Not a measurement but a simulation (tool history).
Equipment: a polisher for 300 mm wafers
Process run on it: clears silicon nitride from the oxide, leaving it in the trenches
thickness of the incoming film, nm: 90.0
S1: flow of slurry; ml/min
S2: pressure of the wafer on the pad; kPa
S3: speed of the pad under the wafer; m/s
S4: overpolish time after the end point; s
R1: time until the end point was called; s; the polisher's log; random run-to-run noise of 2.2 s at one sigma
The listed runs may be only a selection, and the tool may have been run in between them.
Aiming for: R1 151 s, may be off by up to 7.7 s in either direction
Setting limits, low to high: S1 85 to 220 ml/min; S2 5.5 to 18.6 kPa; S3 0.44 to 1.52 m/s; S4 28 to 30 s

run 1 hour=0 | S1=140 S2=11.7 S3=0.98 S4=28 | R1=182.82
run 2 hour=4.4 | S1=145 S2=13.1 S3=0.98 S4=28 | R1=163.43
run 3 hour=11.5 | S1=125 S2=13.1 S3=0.98 S4=28 | R1=171.63
run 4 hour=20.4 | S1=130 S2=13.1 S3=0.98 S4=28 | R1=165.61
run 5 hour=23.2 | S1=130 S2=13.1 S3=0.98 S4=28 | R1=167.13
run 6 hour=27.3 | S1=130 S2=11 S3=0.98 S4=28 | R1=191.53
run 7 hour=31.6 | S1=130 S2=11.7 S3=0.98 S4=28 | R1=183.27
run 8 hour=34.5 | S1=135 S2=13.1 S3=1 S4=28 | R1=164.36

Which single option among these 4 for the next run brings every result within its allowed miss of target? Just one does.
run A hour=37.4 | S1=130 S2=13.1 S3=0.9 S4=28 | R1=?
run B hour=37.4 | S1=165 S2=11 S3=1.24 S4=28 | R1=?
run C hour=37.4 | S1=125 S2=14.5 S3=0.88 S4=28 | R1=?
run D hour=37.4 | S1=120 S2=11 S3=1.16 S4=30 | R1=?

move=A R1=181.53
move=B R1=150.53
move=C R1=169.63
move=D R1=170.43
A: moves away from the targets compared with the last run
B: meets every target
C: moves away from the targets compared with the last run
D: moves away from the targets compared with the last run
Answer: B
